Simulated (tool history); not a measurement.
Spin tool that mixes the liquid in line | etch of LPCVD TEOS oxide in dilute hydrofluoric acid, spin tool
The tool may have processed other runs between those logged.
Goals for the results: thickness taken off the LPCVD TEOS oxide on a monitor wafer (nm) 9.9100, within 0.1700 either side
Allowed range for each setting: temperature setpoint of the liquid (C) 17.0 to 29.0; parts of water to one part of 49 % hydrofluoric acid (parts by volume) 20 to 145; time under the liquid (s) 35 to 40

| run | hour | temperature setpoint of the liquid (C) | parts of water to one part of 49 % hydrofluoric acid (parts by volume) | time under the liquid (s) | thickness taken off the LPCVD TEOS oxide on a monitor wafer (nm) |
|---|---|---|---|---|---|
| 1 | 0.0 | 21.0 | 80 | 40 | 7.1262 |
| 2 | 3.3 | 21.0 | 80 | 35 | 6.2184 |
| 3 | 9.1 | 21.0 | 55 | 35 | 9.4280 |
| 4 | 17.6 | 21.0 | 30 | 35 | 17.7120 |
| 5 | 21.0 | 20.0 | 35 | 35 | 14.4180 |
| 6 | 23.1 | 20.0 | 20 | 35 | 25.5950 |
| 7 | 29.3 | 21.5 | 30 | 35 | 18.1240 |
| 8 | 33.8 | 20.5 | 35 | 35 | 14.7980 |
| 9 | 40.4 | 19.5 | 40 | 35 | 12.3000 |

Consider the 5 candidate settings below. Which is the only one whose results all fall within their allowed miss of target?
| A | 47.0 | 17.0 | 50 | 40 | ? |
| B | 47.0 | 17.0 | 30 | 35 | ? |
| C | 47.0 | 19.0 | 60 | 40 | ? |
| D | 47.0 | 17.5 | 50 | 40 | ? |
| E | 47.0 | 24.0 | 60 | 40 | ? |

| move | thickness taken off the LPCVD TEOS oxide on a monitor wafer (nm) |
|---|---|
| A | 9.9588 |
| B | 14.8510 |
| C | 8.9422 |
| D | 10.1770 |
| E | 11.0140 |
A: all results in spec
B: the biggest miss grows against the last run
C: pushes the last run's worst result past its target
D: nearer than the last run, and not there yet
E: nearer than the last run, and not there yet
Correct choice: A, which meets every target

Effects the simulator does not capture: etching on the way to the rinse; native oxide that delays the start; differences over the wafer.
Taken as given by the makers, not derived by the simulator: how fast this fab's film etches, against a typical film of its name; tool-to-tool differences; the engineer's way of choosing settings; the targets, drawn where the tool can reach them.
